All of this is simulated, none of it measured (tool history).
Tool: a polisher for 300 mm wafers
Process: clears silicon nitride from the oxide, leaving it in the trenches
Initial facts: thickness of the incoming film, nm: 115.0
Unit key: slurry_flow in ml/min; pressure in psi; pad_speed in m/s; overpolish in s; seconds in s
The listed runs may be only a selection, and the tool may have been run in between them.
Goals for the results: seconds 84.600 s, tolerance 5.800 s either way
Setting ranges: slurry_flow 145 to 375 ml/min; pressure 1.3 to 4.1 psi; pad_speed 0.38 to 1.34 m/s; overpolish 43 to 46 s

{"run": 1, "hour": 0.0, "slurry_flow": 240, "pressure": 2.7, "pad_speed": 0.86, "overpolish": 43, "seconds": 164.44}
{"run": 2, "hour": 7.0, "slurry_flow": 240, "pressure": 2.7, "pad_speed": 0.86, "overpolish": 46, "seconds": 157.44}
{"run": 3, "hour": 11.3, "slurry_flow": 300, "pressure": 2.7, "pad_speed": 0.86, "overpolish": 46, "seconds": 162.4}
{"run": 4, "hour": 14.5, "slurry_flow": 300, "pressure": 2.9, "pad_speed": 0.9, "overpolish": 46, "seconds": 143.61}
{"run": 5, "hour": 18.5, "slurry_flow": 300, "pressure": 3.1, "pad_speed": 0.92, "overpolish": 46, "seconds": 133.13}
{"run": 6, "hour": 19.3, "slurry_flow": 300, "pressure": 3.3, "pad_speed": 0.96, "overpolish": 46, "seconds": 113.54}
{"run": 7, "hour": 21.3, "slurry_flow": 300, "pressure": 3.4, "pad_speed": 0.96, "overpolish": 46, "seconds": 112.33}
{"hour": 25.3, "done": "slurry nozzle cleaned"}
{"run": 8, "hour": 25.3, "slurry_flow": 300, "pressure": 3.5, "pad_speed": 0.98, "overpolish": 46, "seconds": 103.43}

Pick the move, out of 4, that brings all results within their allowed miss; only one does.
{"run": "A", "hour": 29.3, "slurry_flow": 265, "pressure": 4.1, "pad_speed": 1.16, "overpolish": 46, "seconds": "?"}
{"run": "B", "hour": 29.3, "slurry_flow": 320, "pressure": 3.9, "pad_speed": 1.06, "overpolish": 46, "seconds": "?"}
{"run": "C", "hour": 29.3, "slurry_flow": 315, "pressure": 3.3, "pad_speed": 0.9, "overpolish": 46, "seconds": "?"}
{"run": "D", "hour": 29.3, "slurry_flow": 270, "pressure": 2.9, "pad_speed": 1.02, "overpolish": 46, "seconds": "?"}

move=A seconds=76.425
move=B seconds=85.958
move=C seconds=118.610
move=D seconds=121.090
A: pushes the last run's worst result past its target
B: in spec on every target
C: its largest miss is bigger than the last run's
D: its largest miss is bigger than the last run's
Go with B: it meets all targets.

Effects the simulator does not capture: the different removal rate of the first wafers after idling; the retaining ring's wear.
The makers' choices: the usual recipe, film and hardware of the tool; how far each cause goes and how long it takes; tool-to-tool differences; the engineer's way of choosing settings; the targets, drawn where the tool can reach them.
